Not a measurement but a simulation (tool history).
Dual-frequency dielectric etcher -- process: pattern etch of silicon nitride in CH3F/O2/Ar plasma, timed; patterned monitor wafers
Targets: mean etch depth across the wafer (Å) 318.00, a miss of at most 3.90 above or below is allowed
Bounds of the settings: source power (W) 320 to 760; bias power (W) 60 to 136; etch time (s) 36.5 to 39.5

| run | day | source power (W) | bias power (W) | etch time (s) | mean etch depth across the wafer (Å) |
|---|---|---|---|---|---|
| 1 | 0.000 | 540 | 98 | 39.5 | 378.01 |
| 2 | 0.350 | 520 | 97 | 39.5 | 369.69 |
| 3 | 0.604 | 600 | 97 | 39.5 | 388.13 |
| 4 | 0.850 | 570 | 96 | 39.5 | 381.72 |
| 5 | 0.900 | 540 | 96 | 39.5 | 376.17 |
| 6 | 1.188 | 520 | 94 | 39.5 | 365.23 |
| 7 | 1.217 | 500 | 94 | 39.5 | 361.23 |
|  | 1.558 | wet clean of the chamber |
| 8 | 1.558 | 480 | 94 | 39.5 | 351.12 |

5 candidate next runs follow, results not yet known. Just one meets every target within its allowed miss. Identify it.
| A | 1.900 | 410 | 96 | 38.5 | ? |
| B | 1.900 | 440 | 99 | 36.5 | ? |
| C | 1.900 | 500 | 101 | 37.0 | ? |
| D | 1.900 | 680 | 78 | 39.5 | ? |
| E | 1.900 | 350 | 89 | 38.5 | ? |

| move | mean etch depth across the wafer (Å) |
|---|---|
| A | 322.82 |
| B | 316.51 |
| C | 337.74 |
| D | 377.37 |
| E | 299.01 |
A: an improvement on the last run, though not all results are within tolerance
B: each result inside its tolerance
C: an improvement on the last run, though not all results are within tolerance
D: misses by more than the last run did
E: carries the result that was furthest off beyond its target, to the other side
Move B is the one to make.
